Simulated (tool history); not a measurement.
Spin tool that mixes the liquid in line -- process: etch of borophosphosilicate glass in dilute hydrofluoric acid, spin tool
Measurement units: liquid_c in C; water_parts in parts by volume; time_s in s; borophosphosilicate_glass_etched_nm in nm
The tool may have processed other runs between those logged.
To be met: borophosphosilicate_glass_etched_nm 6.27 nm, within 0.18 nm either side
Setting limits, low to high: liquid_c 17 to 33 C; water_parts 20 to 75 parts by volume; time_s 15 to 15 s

| run | hour | liquid_c | water_parts | time_s | borophosphosilicate_glass_etched_nm |
|---|---|---|---|---|---|
| 1 | 0 | 25 | 45 | 15 | 11.308 |
| 2 | 4.5 | 25 | 35 | 15 | 14.865 |
| 3 | 7.7 | 24 | 40 | 15 | 12.336 |
| 4 | 10.6 | 24 | 40 | 15 | 12.272 |
| 5 | 13.7 | 27 | 40 | 15 | 14.161 |
| 6 | 17.6 | 29.5 | 40 | 15 | 15.609 |
| 7 | 19.5 | 27.5 | 45 | 15 | 12.699 |
| 8 | 20.5 | 26 | 45 | 15 | 11.999 |
| 9 | 24.7 | 24.5 | 45 | 15 | 11.18 |
| 10 | 25.8 | 23.5 | 45 | 15 | 10.85 |
| 11 | 31.9 | 22.5 | 45 | 15 | 10.354 |
| 12 | 35.6 | 22.5 | 45 | 15 | 10.165 |
| 13 | 41.6 | 21.5 | 45 | 15 | 9.838 |
| 14 | 43.6 | 21 | 45 | 15 | 9.7182 |
| 15 | 48.4 | 20.5 | 45 | 15 | 9.4042 |
| 16 | 50.2 | 20 | 45 | 15 | 9.2506 |
| 17 | 59.1 | 17 | 60 | 15 | 6.0138 |

Of the 4 settings listed for the next run, only one would bring every result within its allowed miss of target. Which one?
| A | 68 | 18 | 60 | 15 | ? |
| B | 68 | 20 | 60 | 15 | ? |
| C | 68 | 17 | 55 | 15 | ? |
| D | 68 | 17.5 | 55 | 15 | ? |

| move | borophosphosilicate_glass_etched_nm |
|---|---|
| A | 6.2286 |
| B | 6.7815 |
| C | 6.5447 |
| D | 6.6878 |
A: hits every target within its allowed miss
B: the result that was furthest off in the last run now lies on the other side of its target
C: the result that was furthest off in the last run now lies on the other side of its target
D: the result that was furthest off in the last run now lies on the other side of its target
Move A is the one to make.
